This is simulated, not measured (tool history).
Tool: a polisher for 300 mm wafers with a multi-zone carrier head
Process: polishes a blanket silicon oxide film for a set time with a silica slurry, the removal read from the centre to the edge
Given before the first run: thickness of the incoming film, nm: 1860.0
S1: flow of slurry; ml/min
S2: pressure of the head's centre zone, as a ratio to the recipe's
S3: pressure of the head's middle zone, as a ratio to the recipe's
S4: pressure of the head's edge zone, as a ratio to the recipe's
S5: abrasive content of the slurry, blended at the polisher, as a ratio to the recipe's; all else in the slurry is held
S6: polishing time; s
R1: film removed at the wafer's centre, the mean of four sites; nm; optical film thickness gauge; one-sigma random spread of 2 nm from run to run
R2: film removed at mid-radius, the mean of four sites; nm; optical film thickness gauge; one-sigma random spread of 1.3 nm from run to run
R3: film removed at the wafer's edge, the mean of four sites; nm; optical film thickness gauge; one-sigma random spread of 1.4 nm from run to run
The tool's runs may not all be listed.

Run 1, hour 0: S1 170 ml/min, S2 1, S3 1, S4 1, S5 1, S6 42 s. Result: R1 214.2 nm, R2 212.62 nm, R3 215.05 nm.
Run 2, hour 2.7: S1 165 ml/min, S2 0.99, S3 1.01, S4 0.98, S5 0.95, S6 42 s. Result: R1 205.59 nm, R2 213.4 nm, R3 206.62 nm.
Run 3, hour 10.3: S1 160 ml/min, S2 0.99, S3 1.01, S4 0.96, S5 0.95, S6 42 s. Result: R1 204.13 nm, R2 209.69 nm, R3 197.46 nm.
Run 4, hour 16.3: S1 180 ml/min, S2 0.99, S3 1.01, S4 0.96, S5 0.95, S6 42 s. Result: R1 208.29 nm, R2 214.8 nm, R3 203.05 nm.
Run 5, hour 20.6: S1 175 ml/min, S2 0.98, S3 1, S4 0.95, S5 0.95, S6 42 s. Result: R1 206.12 nm, R2 213.75 nm, R3 204.18 nm.
Run 6, hour 23: S1 175 ml/min, S2 0.94, S3 1, S4 0.95, S5 0.95, S6 42 s. Result: R1 200.29 nm, R2 212.95 nm, R3 202.7 nm.
Run 7, hour 25.2: S1 170 ml/min, S2 0.93, S3 1, S4 0.94, S5 0.95, S6 42 s. Result: R1 199.15 nm, R2 210.99 nm, R3 199.71 nm.
Run 8, hour 27.4: S1 165 ml/min, S2 0.92, S3 1, S4 0.93, S5 0.95, S6 42 s. Result: R1 194.51 nm, R2 209.01 nm, R3 199.55 nm.

For run 9, what comes out?
Run 9, hour 36.1: S1 160 ml/min, S2 0.92, S3 1, S4 0.92, S5 0.95, S6 42 s. Result: R1 ?, R2 ?, R3 ?.

R1: 195.99 nm
R2: 210.78 nm
R3: 196.86 nm

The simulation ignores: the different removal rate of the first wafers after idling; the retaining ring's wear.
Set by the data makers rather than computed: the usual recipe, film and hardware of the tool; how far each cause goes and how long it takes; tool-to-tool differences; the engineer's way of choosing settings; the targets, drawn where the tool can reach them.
